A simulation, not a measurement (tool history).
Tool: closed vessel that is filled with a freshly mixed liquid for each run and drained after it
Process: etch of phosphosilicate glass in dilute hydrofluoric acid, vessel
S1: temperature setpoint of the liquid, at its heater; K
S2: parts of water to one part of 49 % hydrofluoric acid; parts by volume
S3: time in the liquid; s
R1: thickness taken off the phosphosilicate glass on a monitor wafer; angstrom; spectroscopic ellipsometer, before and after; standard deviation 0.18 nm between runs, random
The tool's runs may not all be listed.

| run | hour | S1 | S2 | S3 | R1 |
|---|---|---|---|---|---|
| 1 | 0.0 | 299.15 | 105 | 30 | 184.73 |
| 2 | 7.1 | 299.15 | 105 | 30 | 185.33 |
| 3 | 10.2 | 299.15 | 90 | 30 | 220.23 |
| 4 | 17.9 | 299.15 | 65 | 30 | 316.19 |
| 5 | 20.1 | 298.15 | 65 | 30 | 299.78 |
| 6 | 28.4 | 298.15 | 65 | 30 | 303.09 |
| 7 | 29.7 | 298.15 | 65 | 30 | 305.56 |
| 8 | 30.6 | 297.65 | 65 | 30 | 299.34 |
| 9 | 35.6 | 297.15 | 65 | 30 | 294.40 |

Forecast run 10:
| 10 | 44.9 | 293.15 | 80 | 30 | ? |

Logged for run 10: R1 197.51 angstrom.
